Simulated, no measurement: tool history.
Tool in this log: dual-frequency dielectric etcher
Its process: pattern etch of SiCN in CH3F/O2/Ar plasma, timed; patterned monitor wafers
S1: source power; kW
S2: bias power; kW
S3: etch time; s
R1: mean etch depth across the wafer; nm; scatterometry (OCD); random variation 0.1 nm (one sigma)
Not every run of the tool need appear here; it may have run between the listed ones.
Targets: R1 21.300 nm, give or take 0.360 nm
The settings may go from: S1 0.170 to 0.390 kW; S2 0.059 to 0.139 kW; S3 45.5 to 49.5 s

{"run": 1, "hour": 0.0, "S1": 0.28, "S2": 0.099, "S3": 49.5, "R1": 18.346}
{"run": 2, "hour": 1.7, "S1": 0.3, "S2": 0.1, "S3": 49.5, "R1": 18.818}
{"run": 3, "hour": 7.2, "S1": 0.3, "S2": 0.1, "S3": 49.5, "R1": 18.879}
{"run": 4, "hour": 13.1, "S1": 0.32, "S2": 0.101, "S3": 49.5, "R1": 19.365}
{"run": 5, "hour": 20.3, "S1": 0.33, "S2": 0.102, "S3": 49.5, "R1": 19.55}
{"run": 6, "hour": 28.8, "S1": 0.34, "S2": 0.104, "S3": 49.5, "R1": 19.922}
{"run": 7, "hour": 35.0, "S1": 0.35, "S2": 0.105, "S3": 49.5, "R1": 20.384}
{"run": 8, "hour": 42.8, "S1": 0.36, "S2": 0.105, "S3": 49.5, "R1": 20.578}

Consider the 4 candidate settings below. Which is the only one whose results all fall within their allowed miss of target?
{"run": "A", "hour": 50.6, "S1": 0.35, "S2": 0.113, "S3": 48.0, "R1": "?"}
{"run": "B", "hour": 50.6, "S1": 0.39, "S2": 0.107, "S3": 47.0, "R1": "?"}
{"run": "C", "hour": 50.6, "S1": 0.39, "S2": 0.111, "S3": 48.5, "R1": "?"}
{"run": "D", "hour": 50.6, "S1": 0.39, "S2": 0.127, "S3": 46.5, "R1": "?"}

move=A R1=20.697
move=B R1=20.323
move=C R1=21.428
move=D R1=22.194
A: nearer than the last run, and not there yet
B: lands further from the targets than the last run did
C: in spec on every target
D: moves the result that the last run missed by most past its target, out the other side
So the answer is move C, the one that meets all the targets.
